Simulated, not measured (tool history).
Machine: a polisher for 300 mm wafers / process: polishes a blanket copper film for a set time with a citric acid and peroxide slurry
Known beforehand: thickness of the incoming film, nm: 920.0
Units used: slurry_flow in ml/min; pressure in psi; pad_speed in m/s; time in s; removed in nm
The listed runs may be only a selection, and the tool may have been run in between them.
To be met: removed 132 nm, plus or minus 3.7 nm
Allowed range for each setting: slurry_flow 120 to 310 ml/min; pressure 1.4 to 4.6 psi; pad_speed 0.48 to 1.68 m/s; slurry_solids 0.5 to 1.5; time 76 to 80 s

run 1 hour=0 | slurry_flow=200 pressure=3 pad_speed=1.08 slurry_solids=1 time=76 | removed=177.14
run 2 hour=6.6 | slurry_flow=180 pressure=3 pad_speed=1.08 slurry_solids=1 time=76 | removed=174.5
run 3 hour=14.7 | slurry_flow=180 pressure=2.9 pad_speed=1.08 slurry_solids=1 time=76 | removed=169.49
run 4 hour=21.5 | slurry_flow=180 pressure=2.9 pad_speed=1.08 slurry_solids=0.85 time=76 | removed=164.79
run 5 hour=29.5 | slurry_flow=180 pressure=2.8 pad_speed=1.08 slurry_solids=0.85 time=76 | removed=159.58
run 6 hour=31.4 | slurry_flow=180 pressure=2.8 pad_speed=1.08 slurry_solids=0.85 time=76 | removed=161.36
run 7 hour=33.7 | slurry_flow=180 pressure=2.7 pad_speed=1.08 slurry_solids=0.85 time=76 | removed=155.77
run 8 hour=42.1 | slurry_flow=180 pressure=2.6 pad_speed=1.08 slurry_solids=0.85 time=76 | removed=150.29
run 9 hour=43.4 | slurry_flow=180 pressure=2.6 pad_speed=1.08 slurry_solids=0.85 time=76 | removed=150.98
run 10 hour=52.1 | slurry_flow=175 pressure=2.4 pad_speed=1.08 slurry_solids=0.85 time=76 | removed=141.24

Next run, 5 choices. One meets every target within its allowed miss, the rest don't. Which?
run A hour=60.8 | slurry_flow=180 pressure=3.1 pad_speed=0.94 slurry_solids=0.75 time=78 | removed=?
run B hour=60.8 | slurry_flow=150 pressure=2.5 pad_speed=1.1 slurry_solids=0.95 time=76 | removed=?
run C hour=60.8 | slurry_flow=165 pressure=2.6 pad_speed=1.02 slurry_solids=0.9 time=80 | removed=?
run D hour=60.8 | slurry_flow=235 pressure=3.1 pad_speed=0.82 slurry_solids=0.9 time=80 | removed=?
run E hour=60.8 | slurry_flow=120 pressure=2.3 pad_speed=1.12 slurry_solids=1 time=76 | removed=?

move=A removed=153.48
move=B removed=146.17
move=C removed=149.11
move=D removed=147.53
move=E removed=133.08
A: misses by more than the last run did
B: misses by more than the last run did
C: misses by more than the last run did
D: misses by more than the last run did
E: all results land within tolerance of their targets
Correct choice: E, which meets every target
